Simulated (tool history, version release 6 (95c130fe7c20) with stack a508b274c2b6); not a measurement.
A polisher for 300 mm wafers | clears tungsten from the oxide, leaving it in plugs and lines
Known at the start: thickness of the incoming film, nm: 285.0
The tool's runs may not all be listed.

run	hour	flow of slurry (ml/min)	pressure of the wafer on the pad (psi)	speed of the pad under the wafer (cm/s)	abrasive content of the slurry	overpolish time after the end point (s)	time until the end point was called (s)
1	0	270	2.4	94	1	11	95.1
2	3.3	270	2.4	94	1.2	11	94.598
3	11.6	270	2.1	92	1.2	11	108.54
4	12.6	270	1.8	90	1.2	11	126
5	15.4	270	2	90	1.2	11	116.92
6	20.8	230	2	90	1.2	11	115.46
7	22.9	230	1.8	88	1.2	11	131.29

Forecast run 8:
8	30.3	230	1.7	88	1.2	11	?

{"run 8": {"time until the end point was called (s)": 140.11}}
